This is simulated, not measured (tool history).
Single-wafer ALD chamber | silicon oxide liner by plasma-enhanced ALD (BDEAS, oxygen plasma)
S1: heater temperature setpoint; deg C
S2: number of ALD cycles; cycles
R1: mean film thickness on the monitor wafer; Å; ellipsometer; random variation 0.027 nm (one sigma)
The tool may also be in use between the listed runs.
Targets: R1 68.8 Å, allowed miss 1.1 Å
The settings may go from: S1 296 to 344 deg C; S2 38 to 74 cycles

run	hour	S1	S2	R1
1	0	320	56	53.032
2	3.6	320	51	47.941
3	4.9	314	51	48.724
4	9.1	314	44	41.734
5	15	304	44	42.701
6	19.4	300	44	42.709
7	28.1	297	53	51.932
8	28.9	297	54	53.666
9	34.2	296	63	62.44
10	40.1	296	64	63.405

5 next moves are on the table. One of them brings every result within its allowed miss. Which?
A	46	296	66	?
B	46	296	67	?
C	46	297	70	?
D	46	297	67	?
E	46	298	67	?

move	R1
A	65.577
B	66.57
C	69.266
D	66.297
E	66.024
A: nearer than the last run, and not there yet
B: nearer than the last run, and not there yet
C: meets every target
D: nearer than the last run, and not there yet
E: nearer than the last run, and not there yet
Answer: C

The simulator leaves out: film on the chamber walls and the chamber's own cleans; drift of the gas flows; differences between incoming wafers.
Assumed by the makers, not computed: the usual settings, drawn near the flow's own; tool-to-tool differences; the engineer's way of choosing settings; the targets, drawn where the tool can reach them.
